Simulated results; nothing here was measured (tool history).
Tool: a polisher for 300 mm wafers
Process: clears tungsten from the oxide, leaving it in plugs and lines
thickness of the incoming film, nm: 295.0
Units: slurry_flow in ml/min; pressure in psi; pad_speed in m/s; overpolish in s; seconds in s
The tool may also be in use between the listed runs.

Run 1, hour 0: slurry_flow 180 ml/min, pressure 3.3 psi, pad_speed 0.9 m/s, slurry_solids 1, overpolish 5 s. Result: seconds 97.933 s.
Run 2, hour 2.8: slurry_flow 180 ml/min, pressure 3.4 psi, pad_speed 0.9 m/s, slurry_solids 1, overpolish 5 s. Result: seconds 92.196 s.
Run 3, hour 10: slurry_flow 180 ml/min, pressure 3.5 psi, pad_speed 0.9 m/s, slurry_solids 1, overpolish 5 s. Result: seconds 93.317 s.
Run 4, hour 13.7: slurry_flow 180 ml/min, pressure 3.5 psi, pad_speed 0.9 m/s, slurry_solids 0.95, overpolish 5 s. Result: seconds 92.084 s.
Run 5, hour 17.9: slurry_flow 180 ml/min, pressure 3.6 psi, pad_speed 0.9 m/s, slurry_solids 0.95, overpolish 5 s. Result: seconds 90.274 s.
Run 6, hour 25.9: slurry_flow 180 ml/min, pressure 3.7 psi, pad_speed 0.9 m/s, slurry_solids 0.95, overpolish 5 s. Result: seconds 87.077 s.
Run 7, hour 32.8: slurry_flow 180 ml/min, pressure 3.8 psi, pad_speed 0.9 m/s, slurry_solids 0.95, overpolish 5 s. Result: seconds 84.725 s.

Forecast run 8:
Run 8, hour 41.4: slurry_flow 180 ml/min, pressure 3.9 psi, pad_speed 0.9 m/s, slurry_solids 0.95, overpolish 5 s. Result: seconds ?.

Run 8 gave seconds 83.4 s.
